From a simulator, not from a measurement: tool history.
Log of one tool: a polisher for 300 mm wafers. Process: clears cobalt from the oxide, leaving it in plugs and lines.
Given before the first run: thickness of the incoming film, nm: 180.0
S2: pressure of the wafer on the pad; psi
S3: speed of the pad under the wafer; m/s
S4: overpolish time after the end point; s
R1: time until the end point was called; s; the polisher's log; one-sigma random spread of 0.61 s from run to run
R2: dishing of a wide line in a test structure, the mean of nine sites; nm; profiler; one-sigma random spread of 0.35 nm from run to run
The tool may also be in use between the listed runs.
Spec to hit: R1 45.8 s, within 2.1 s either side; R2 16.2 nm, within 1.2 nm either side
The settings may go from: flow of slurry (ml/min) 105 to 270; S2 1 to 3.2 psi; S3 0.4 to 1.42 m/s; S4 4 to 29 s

{"run": 1, "hour": 0.0, "flow of slurry (ml/min)": 175, "S2": 2.1, "S3": 0.9, "S4": 15, "R1": 47.043, "R2": 26.431}
{"run": 2, "hour": 3.6, "flow of slurry (ml/min)": 175, "S2": 2.1, "S3": 0.8, "S4": 15, "R1": 52.45, "R2": 25.345}
{"run": 3, "hour": 8.4, "flow of slurry (ml/min)": 175, "S2": 2.3, "S3": 0.8, "S4": 15, "R1": 49.751, "R2": 26.396}
{"run": 4, "hour": 16.8, "flow of slurry (ml/min)": 205, "S2": 2.3, "S3": 0.8, "S4": 15, "R1": 48.297, "R2": 26.504}
{"run": 5, "hour": 21.1, "flow of slurry (ml/min)": 205, "S2": 2.3, "S3": 0.9, "S4": 15, "R1": 42.915, "R2": 27.599}
{"run": 6, "hour": 22.0, "flow of slurry (ml/min)": 205, "S2": 2.1, "S3": 0.94, "S4": 13, "R1": 43.95, "R2": 25.551}
{"run": 7, "hour": 24.5, "flow of slurry (ml/min)": 210, "S2": 1.9, "S3": 0.98, "S4": 11, "R1": 44.949, "R2": 23.155}
{"run": 8, "hour": 28.5, "flow of slurry (ml/min)": 210, "S2": 1.9, "S3": 0.98, "S4": 11, "R1": 44.569, "R2": 22.912}
{"run": 9, "hour": 29.0, "flow of slurry (ml/min)": 220, "S2": 1.8, "S3": 1, "S4": 10, "R1": 45.019, "R2": 23.208}
{"run": 10, "hour": 38.0, "flow of slurry (ml/min)": 220, "S2": 1.8, "S3": 1, "S4": 10, "R1": 45.38, "R2": 22.328}
{"run": 11, "hour": 45.9, "flow of slurry (ml/min)": 220, "S2": 1.7, "S3": 1.04, "S4": 9, "R1": 46.276, "R2": 20.718}
{"run": 12, "hour": 54.7, "flow of slurry (ml/min)": 210, "S2": 1.7, "S3": 1.06, "S4": 8, "R1": 44.87, "R2": 19.446}
{"run": 13, "hour": 62.3, "flow of slurry (ml/min)": 205, "S2": 1.7, "S3": 1.06, "S4": 8, "R1": 45.105, "R2": 19.813}
{"run": 14, "hour": 68.1, "flow of slurry (ml/min)": 200, "S2": 1.7, "S3": 1.06, "S4": 7, "R1": 45.507, "R2": 18.057}
{"run": 15, "hour": 77.1, "flow of slurry (ml/min)": 195, "S2": 1.7, "S3": 1.06, "S4": 7, "R1": 44.864, "R2": 18.449}
{"run": 16, "hour": 81.3, "flow of slurry (ml/min)": 190, "S2": 1.7, "S3": 1.06, "S4": 7, "R1": 46.448, "R2": 17.943}

Which single option among these 4 for the next run brings every result within its allowed miss of target? Just one does.
{"run": "A", "hour": 85.5, "flow of slurry (ml/min)": 200, "S2": 2, "S3": 1.06, "S4": 8, "R1": "?", "R2": "?"}
{"run": "B", "hour": 85.5, "flow of slurry (ml/min)": 160, "S2": 1.6, "S3": 1.12, "S4": 6, "R1": "?", "R2": "?"}
{"run": "C", "hour": 85.5, "flow of slurry (ml/min)": 200, "S2": 1.7, "S3": 1.06, "S4": 7, "R1": "?", "R2": "?"}
{"run": "D", "hour": 85.5, "flow of slurry (ml/min)": 170, "S2": 1.6, "S3": 1.12, "S4": 9, "R1": "?", "R2": "?"}

move=A R1=40.894 R2=21.379
move=B R1=47.073 R2=16.295
move=C R1=45.978 R2=18.368
move=D R1=46.59 R2=21.241
A: lands further from the targets than the last run did
B: each result inside its tolerance
C: lands further from the targets than the last run did
D: lands further from the targets than the last run did
B is the move that brings every result within its allowed miss.
